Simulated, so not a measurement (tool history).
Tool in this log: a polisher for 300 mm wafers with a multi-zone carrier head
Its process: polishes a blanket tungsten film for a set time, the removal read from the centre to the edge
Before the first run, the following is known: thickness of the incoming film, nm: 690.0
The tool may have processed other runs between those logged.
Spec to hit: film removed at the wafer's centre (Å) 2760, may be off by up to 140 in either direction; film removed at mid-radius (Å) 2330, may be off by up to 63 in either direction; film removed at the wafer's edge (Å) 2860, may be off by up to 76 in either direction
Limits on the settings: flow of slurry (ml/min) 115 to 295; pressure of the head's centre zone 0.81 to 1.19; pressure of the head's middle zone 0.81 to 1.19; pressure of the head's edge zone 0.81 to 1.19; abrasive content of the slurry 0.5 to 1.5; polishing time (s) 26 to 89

run  hour  flow of slurry (ml/min)  pressure of the head's centre zone  pressure of the head's middle zone  pressure of the head's edge zone  abrasive content of the slurry  polishing time (s)  film removed at the wafer's centre (Å)  film removed at mid-radius (Å)  film removed at the wafer's edge (Å)
  1     0                      190                                   1                                   1                                 1                               1                  57                                  2161.8                          2140.8                                2215.3
  2   3.9                      190                                   1                                   1                              1.03                               1                  57                                    2132                          2177.6                                2219.5
  3  11.8                      190                                1.04                                   1                              1.03                               1                  57                                  2228.4                          2161.7                                2235.5
  4  14.3                      190                                1.04                                   1                              1.03                               1                  64                                  2531.3                          2426.2                                2508.5
  5  21.8                      195                                1.04                                0.97                              1.05                            1.05                  64                                  2595.1                          2428.7                                2594.9
  6  27.5                      195                                1.04                                0.97                              1.05                            1.05                  54                                  2139.8                          2051.1                                2191.6
  7  33.3                      205                                1.05                                0.95                              1.07                            1.15                  54                                  2252.9                          2099.2                                2259.7
  8  40.9                      205                                1.05                                0.92                              1.09                             1.2                  55                                  2359.5                          2121.4                                  2397
  9  48.4                      210                                1.05                                0.91                              1.11                            1.25                  55                                  2361.7                          2075.2                                2423.6
 10  56.4                      215                                1.05                                0.91                              1.12                             1.3                  56                                  2537.6                          2202.3                                2533.9
 11  64.8                      255                                0.99                                0.83                              1.19                            1.45                  58                                  2573.4                          2223.3                                2861.1

Consider the 4 candidate settings below. Which is the only one whose results all fall within their allowed miss of target?
  A  73.2                      230                                0.96                                0.81                              1.19                            1.35                  58                                       ?                               ?                                     ?
  B  73.2                      220                                0.93                                0.85                              1.19                             1.4                  62                                       ?                               ?                                     ?
  C  73.2                      240                                1.07                                0.83                              1.19                             1.5                  58                                       ?                               ?                                     ?
  D  73.2                      230                                1.02                                0.84                              1.12                             1.5                  60                                       ?                               ?                                     ?

move  film removed at the wafer's centre (Å)  film removed at mid-radius (Å)  film removed at the wafer's edge (Å)
   A                                  2409.8                          2081.1                                2775.8
   B                                  2509.9                          2329.1                                2988.5
   C                                  2794.9                          2204.4                                2879.7
   D                                  2740.5                          2292.5                                2876.1
A: misses by more than the last run did
B: corrects the largest miss of the last run, while another result sits out of spec
C: misses by more than the last run did
D: in spec on every target
The right move is D.

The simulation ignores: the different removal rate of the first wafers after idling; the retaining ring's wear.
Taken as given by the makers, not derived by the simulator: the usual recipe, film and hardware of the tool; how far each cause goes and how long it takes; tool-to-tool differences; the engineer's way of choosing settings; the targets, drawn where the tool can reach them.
